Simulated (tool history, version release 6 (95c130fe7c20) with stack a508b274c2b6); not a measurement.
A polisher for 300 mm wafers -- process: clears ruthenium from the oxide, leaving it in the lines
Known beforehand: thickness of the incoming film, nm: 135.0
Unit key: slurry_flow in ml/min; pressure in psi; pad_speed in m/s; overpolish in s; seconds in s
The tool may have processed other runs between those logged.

Run 1, day 0: slurry_flow 210 ml/min, pressure 1.5 psi, pad_speed 1.06 m/s, overpolish 5 s. Result: seconds 121.78 s.
Run 2, day 0.371: slurry_flow 260 ml/min, pressure 1.5 psi, pad_speed 1.06 m/s, overpolish 5 s. Result: seconds 121.23 s.
Run 3, day 0.7: slurry_flow 260 ml/min, pressure 1.3 psi, pad_speed 1.06 m/s, overpolish 5 s. Result: seconds 138.45 s.
Run 4, day 0.721: slurry_flow 220 ml/min, pressure 1.3 psi, pad_speed 1.06 m/s, overpolish 5 s. Result: seconds 139.95 s.
Run 5, day 1.079: slurry_flow 220 ml/min, pressure 1.3 psi, pad_speed 0.8 m/s, overpolish 5 s. Result: seconds 161.71 s.
Run 6, day 1.358: slurry_flow 255 ml/min, pressure 1.3 psi, pad_speed 0.8 m/s, overpolish 5 s. Result: seconds 156.44 s.
Run 7, day 1.579: slurry_flow 255 ml/min, pressure 1.2 psi, pad_speed 0.78 m/s, overpolish 5 s. Result: seconds 177.38 s.

Run 8 is up next; what results do you expect?
Run 8, day 1.838: slurry_flow 255 ml/min, pressure 0.9 psi, pad_speed 0.74 m/s, overpolish 5 s. Result: seconds ?.

{"run 8": {"seconds": 232.02}}

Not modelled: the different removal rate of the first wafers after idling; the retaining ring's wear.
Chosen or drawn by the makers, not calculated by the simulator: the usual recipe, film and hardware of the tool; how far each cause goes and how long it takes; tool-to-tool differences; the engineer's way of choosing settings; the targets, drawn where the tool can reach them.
